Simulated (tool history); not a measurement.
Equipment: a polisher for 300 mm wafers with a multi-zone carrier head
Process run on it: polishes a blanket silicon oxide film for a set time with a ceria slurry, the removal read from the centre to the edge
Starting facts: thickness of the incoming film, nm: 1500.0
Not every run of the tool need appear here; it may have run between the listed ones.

run,hour,flow of slurry (ml/min),pressure of the head's centre zone,pressure of the head's middle zone,pressure of the head's edge zone,polishing time (s),film removed at the wafer's centre (angstrom),film removed at mid-radius (angstrom),film removed at the wafer's edge (angstrom)
1,0,180,1,1,1,68,6002.4,5970.4,6239.3
2,3.9,180,1,0.96,1,68,5985,5868.2,6218.6
3,5.3,185,1.01,0.98,1.02,71,6196.5,6346.6,6637
4,12.4,185,1.01,0.98,1.02,78,6813.3,6885.2,7213.9
5,20,190,1.03,0.98,1.04,79,7185.4,7001.8,7529.6
6,27.7,150,1.03,0.98,1.04,79,6603.1,6723.8,7259

Run 7, settings as shown, results not yet in. Your forecast:
7,34.8,165,1.03,0.99,1.05,79,?,?,?

Run 7 came out at film removed at the wafer's centre (angstrom) 6904, film removed at mid-radius (angstrom) 6795.5, film removed at the wafer's edge (angstrom) 7343.6.

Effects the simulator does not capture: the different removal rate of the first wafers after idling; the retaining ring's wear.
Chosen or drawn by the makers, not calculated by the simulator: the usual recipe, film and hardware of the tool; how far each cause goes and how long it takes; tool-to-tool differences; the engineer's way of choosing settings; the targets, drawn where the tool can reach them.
